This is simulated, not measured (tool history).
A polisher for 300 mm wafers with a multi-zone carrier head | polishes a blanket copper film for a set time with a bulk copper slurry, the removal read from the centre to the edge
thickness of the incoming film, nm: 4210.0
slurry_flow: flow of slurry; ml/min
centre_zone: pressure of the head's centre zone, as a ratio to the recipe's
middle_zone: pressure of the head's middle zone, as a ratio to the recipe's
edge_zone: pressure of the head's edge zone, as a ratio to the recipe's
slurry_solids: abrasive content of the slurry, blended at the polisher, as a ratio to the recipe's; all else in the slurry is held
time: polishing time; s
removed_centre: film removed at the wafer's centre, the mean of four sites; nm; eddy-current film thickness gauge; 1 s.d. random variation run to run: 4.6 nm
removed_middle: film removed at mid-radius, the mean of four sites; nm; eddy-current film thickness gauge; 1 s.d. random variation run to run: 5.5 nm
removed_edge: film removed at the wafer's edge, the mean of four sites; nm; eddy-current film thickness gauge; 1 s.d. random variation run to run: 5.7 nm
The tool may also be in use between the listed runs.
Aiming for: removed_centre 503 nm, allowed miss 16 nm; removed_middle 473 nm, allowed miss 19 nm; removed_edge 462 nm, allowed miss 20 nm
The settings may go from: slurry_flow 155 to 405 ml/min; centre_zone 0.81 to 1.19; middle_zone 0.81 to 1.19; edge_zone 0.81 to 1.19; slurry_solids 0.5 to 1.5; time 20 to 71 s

run 1 hour=0 | slurry_flow=260 centre_zone=1 middle_zone=1 edge_zone=1 slurry_solids=1 time=45 | removed_centre=668.69 removed_middle=653.01 removed_edge=677.37
run 2 hour=1.6 | slurry_flow=260 centre_zone=1 middle_zone=0.95 edge_zone=1 slurry_solids=1 time=45 | removed_centre=656.7 removed_middle=624.21 removed_edge=682.1
run 3 hour=9.3 | slurry_flow=260 centre_zone=1.01 middle_zone=0.96 edge_zone=0.98 slurry_solids=0.9 time=43 | removed_centre=625.63 removed_middle=587.58 removed_edge=619.32
run 4 hour=14.5 | slurry_flow=260 centre_zone=1.01 middle_zone=0.96 edge_zone=0.98 slurry_solids=0.9 time=32 | removed_centre=466.17 removed_middle=437.93 removed_edge=484.88
run 5 hour=16.5 | slurry_flow=260 centre_zone=1.01 middle_zone=1.01 edge_zone=0.98 slurry_solids=0.9 time=32 | removed_centre=464.94 removed_middle=472.77 removed_edge=471.63
run 6 hour=17.5 | slurry_flow=265 centre_zone=1.02 middle_zone=1.01 edge_zone=0.98 slurry_solids=0.9 time=32 | removed_centre=479.41 removed_middle=453.48 removed_edge=476.11
run 7 hour=22.9 | slurry_flow=265 centre_zone=1.02 middle_zone=1.02 edge_zone=0.97 slurry_solids=0.9 time=32 | removed_centre=477.9 removed_middle=463.13 removed_edge=474.81
run 8 hour=28.4 | slurry_flow=270 centre_zone=1.03 middle_zone=1.03 edge_zone=0.96 slurry_solids=0.9 time=32 | removed_centre=480.33 removed_middle=465.63 removed_edge=467.61
run 9 hour=37 | slurry_flow=270 centre_zone=1.04 middle_zone=1.03 edge_zone=0.96 slurry_solids=0.9 time=32 | removed_centre=476.91 removed_middle=467.23 removed_edge=465.86

Which of these 4 next moves meets every target?
run A hour=45.6 | slurry_flow=280 centre_zone=1.1 middle_zone=1.05 edge_zone=0.93 slurry_solids=0.85 time=32 | removed_centre=? removed_middle=? removed_edge=?
run B hour=45.6 | slurry_flow=305 centre_zone=0.98 middle_zone=1.03 edge_zone=0.92 slurry_solids=0.85 time=32 | removed_centre=? removed_middle=? removed_edge=?
run C hour=45.6 | slurry_flow=320 centre_zone=1.04 middle_zone=1.09 edge_zone=1.05 slurry_solids=1.05 time=29 | removed_centre=? removed_middle=? removed_edge=?
run D hour=45.6 | slurry_flow=275 centre_zone=0.94 middle_zone=0.92 edge_zone=1.05 slurry_solids=1.05 time=33 | removed_centre=? removed_middle=? removed_edge=?

move=A removed_centre=509.95 removed_middle=474.32 removed_edge=460.25
move=B removed_centre=460.81 removed_middle=474.43 removed_edge=462.69
move=C removed_centre=464.22 removed_middle=468.48 removed_edge=466
move=D removed_centre=464.16 removed_middle=460.81 removed_edge=522.06
A: every result lands within tolerance
B: moves away from the targets compared with the last run
C: moves away from the targets compared with the last run
D: moves away from the targets compared with the last run
Answer: A

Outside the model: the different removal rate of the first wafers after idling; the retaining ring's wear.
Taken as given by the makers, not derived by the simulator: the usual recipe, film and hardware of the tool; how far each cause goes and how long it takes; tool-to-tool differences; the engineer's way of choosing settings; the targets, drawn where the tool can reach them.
